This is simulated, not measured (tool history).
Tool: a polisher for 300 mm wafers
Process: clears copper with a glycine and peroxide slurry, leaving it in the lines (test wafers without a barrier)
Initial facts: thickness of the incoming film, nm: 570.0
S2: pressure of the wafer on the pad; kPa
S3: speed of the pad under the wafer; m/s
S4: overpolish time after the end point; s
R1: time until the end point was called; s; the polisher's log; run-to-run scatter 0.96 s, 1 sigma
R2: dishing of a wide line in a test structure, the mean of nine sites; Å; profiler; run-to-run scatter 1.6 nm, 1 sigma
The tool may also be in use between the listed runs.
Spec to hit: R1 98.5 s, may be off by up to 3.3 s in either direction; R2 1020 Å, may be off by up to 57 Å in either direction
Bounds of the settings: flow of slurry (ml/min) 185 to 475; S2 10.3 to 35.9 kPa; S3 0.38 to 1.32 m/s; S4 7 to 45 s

{"run": 1, "hour": 0.0, "flow of slurry (ml/min)": 305, "S2": 22.8, "S3": 0.84, "S4": 23, "R1": 99.994, "R2": 787.84}
{"run": 2, "hour": 8.1, "flow of slurry (ml/min)": 275, "S2": 22.8, "S3": 0.84, "S4": 23, "R1": 101.41, "R2": 754.6}
{"run": 3, "hour": 16.5, "flow of slurry (ml/min)": 285, "S2": 22.8, "S3": 0.84, "S4": 24, "R1": 101.52, "R2": 776.48}
{"run": 4, "hour": 19.7, "flow of slurry (ml/min)": 285, "S2": 22.8, "S3": 0.98, "S4": 24, "R1": 89.631, "R2": 836.54}
{"run": 5, "hour": 25.7, "flow of slurry (ml/min)": 285, "S2": 22.8, "S3": 1.1, "S4": 24, "R1": 80.815, "R2": 921.54}
{"run": 6, "hour": 32.1, "flow of slurry (ml/min)": 285, "S2": 17.2, "S3": 1.1, "S4": 24, "R1": 98.854, "R2": 777.52}
{"run": 7, "hour": 39.9, "flow of slurry (ml/min)": 290, "S2": 17.2, "S3": 1.1, "S4": 25, "R1": 100.87, "R2": 784.97}
{"run": 8, "hour": 41.3, "flow of slurry (ml/min)": 290, "S2": 17.2, "S3": 1.1, "S4": 26, "R1": 98.594, "R2": 816.13}
{"run": 9, "hour": 43.5, "flow of slurry (ml/min)": 290, "S2": 17.2, "S3": 1.1, "S4": 27, "R1": 99.625, "R2": 854.28}
{"run": 10, "hour": 44.3, "flow of slurry (ml/min)": 290, "S2": 17.2, "S3": 1.1, "S4": 28, "R1": 99.406, "R2": 877.33}
{"run": 11, "hour": 49.9, "flow of slurry (ml/min)": 290, "S2": 17.2, "S3": 1.1, "S4": 29, "R1": 100.23, "R2": 866.2}
{"run": 12, "hour": 52.1, "flow of slurry (ml/min)": 290, "S2": 17.2, "S3": 1.1, "S4": 30, "R1": 100.59, "R2": 886.94}
{"run": 13, "hour": 55.1, "flow of slurry (ml/min)": 290, "S2": 17.2, "S3": 1.1, "S4": 31, "R1": 99.532, "R2": 915.76}

5 next moves are on the table. One of them brings every result within its allowed miss. Which?
{"run": "A", "hour": 58.1, "flow of slurry (ml/min)": 305, "S2": 17.9, "S3": 1.12, "S4": 26, "R1": "?", "R2": "?"}
{"run": "B", "hour": 58.1, "flow of slurry (ml/min)": 295, "S2": 18.6, "S3": 1.18, "S4": 37, "R1": "?", "R2": "?"}
{"run": "C", "hour": 58.1, "flow of slurry (ml/min)": 305, "S2": 16.5, "S3": 1.16, "S4": 31, "R1": "?", "R2": "?"}
{"run": "D", "hour": 58.1, "flow of slurry (ml/min)": 280, "S2": 15.2, "S3": 1.14, "S4": 33, "R1": "?", "R2": "?"}
{"run": "E", "hour": 58.1, "flow of slurry (ml/min)": 260, "S2": 20, "S3": 1, "S4": 38, "R1": "?", "R2": "?"}

move=A R1=94.364 R2=833.42
move=B R1=88.058 R2=1040.7
move=C R1=97.098 R2=897.26
move=D R1=105.4 R2=880.49
move=E R1=96.907 R2=1027.9
A: further off than the last run
B: brings the result that was furthest off to its target, and leaves another outside
C: further off than the last run
D: further off than the last run
E: hits every target within its allowed miss
The move that meets every target is E.
